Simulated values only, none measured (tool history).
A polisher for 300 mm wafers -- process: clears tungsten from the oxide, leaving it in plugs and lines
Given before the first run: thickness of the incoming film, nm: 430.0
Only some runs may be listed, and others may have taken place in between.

run,hour,flow of slurry (ml/min),pressure of the wafer on the pad (psi),speed of the pad under the wafer (cm/s),abrasive content of the slurry,overpolish time after the end point (s),time until the end point was called (s)
1,0.0,125,3.8,128,1.0,4,56.639
2,5.5,100,3.8,128,1.0,4,59.072
3,9.1,100,3.8,128,1.0,4,61.548
4,12.9,100,3.8,128,0.9,4,61.626
5,17.0,110,4.2,130,0.9,4,55.689
6,25.5,110,4.2,114,0.9,4,61.867
7,30.7,115,4.6,120,0.9,4,53.406

Run 8 is up next; what results do you expect?
8,37.4,120,4.9,122,0.9,4,?

time until the end point was called (s): 48.541
